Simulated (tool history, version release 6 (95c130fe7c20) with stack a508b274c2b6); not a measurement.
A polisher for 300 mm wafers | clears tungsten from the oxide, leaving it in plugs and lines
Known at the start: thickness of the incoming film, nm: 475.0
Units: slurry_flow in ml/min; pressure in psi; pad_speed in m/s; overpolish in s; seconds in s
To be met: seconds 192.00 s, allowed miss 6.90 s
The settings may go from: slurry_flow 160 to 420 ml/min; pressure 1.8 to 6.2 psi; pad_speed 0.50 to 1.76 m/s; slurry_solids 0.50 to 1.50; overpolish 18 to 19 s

| run | hour | slurry_flow | pressure | pad_speed | slurry_solids | overpolish | seconds |
|---|---|---|---|---|---|---|---|
| 1 | 0.0 | 270 | 4.0 | 1.12 | 1.00 | 18 | 100.90 |
| 2 | 7.5 | 270 | 3.7 | 1.10 | 1.00 | 18 | 108.29 |
| 3 | 10.9 | 270 | 3.5 | 1.08 | 1.00 | 18 | 120.30 |
| 4 | 11.7 | 270 | 3.3 | 1.08 | 1.00 | 18 | 125.97 |
| 5 | 18.7 | 270 | 3.3 | 1.08 | 1.10 | 18 | 122.15 |
| 6 | 23.5 | 270 | 3.3 | 1.08 | 1.10 | 18 | 123.49 |
| 7 | 27.9 | 270 | 3.1 | 1.08 | 1.10 | 18 | 128.78 |
| 8 | 32.4 | 270 | 2.9 | 1.08 | 1.10 | 18 | 140.47 |
| 9 | 39.3 | 270 | 2.8 | 1.08 | 1.10 | 18 | 142.51 |
| 10 | 46.0 | 270 | 2.7 | 1.08 | 1.10 | 18 | 149.73 |
| 11 | 53.6 | 270 | 2.6 | 1.08 | 1.10 | 18 | 158.54 |
| 12 | 58.5 | 270 | 1.8 | 1.08 | 1.10 | 18 | 216.99 |

4 next moves are on the table. One of them brings every result within its allowed miss. Which?
| A | 63.4 | 275 | 1.8 | 1.00 | 1.00 | 19 | ? |
| B | 63.4 | 190 | 2.0 | 0.92 | 1.00 | 18 | ? |
| C | 63.4 | 250 | 2.3 | 0.94 | 1.30 | 18 | ? |
| D | 63.4 | 260 | 1.8 | 1.04 | 1.15 | 18 | ? |

| move | seconds |
|---|---|
| A | 234.80 |
| B | 241.77 |
| C | 188.39 |
| D | 220.41 |
A: further off than the last run
B: further off than the last run
C: meets every target
D: further off than the last run
Answer: C

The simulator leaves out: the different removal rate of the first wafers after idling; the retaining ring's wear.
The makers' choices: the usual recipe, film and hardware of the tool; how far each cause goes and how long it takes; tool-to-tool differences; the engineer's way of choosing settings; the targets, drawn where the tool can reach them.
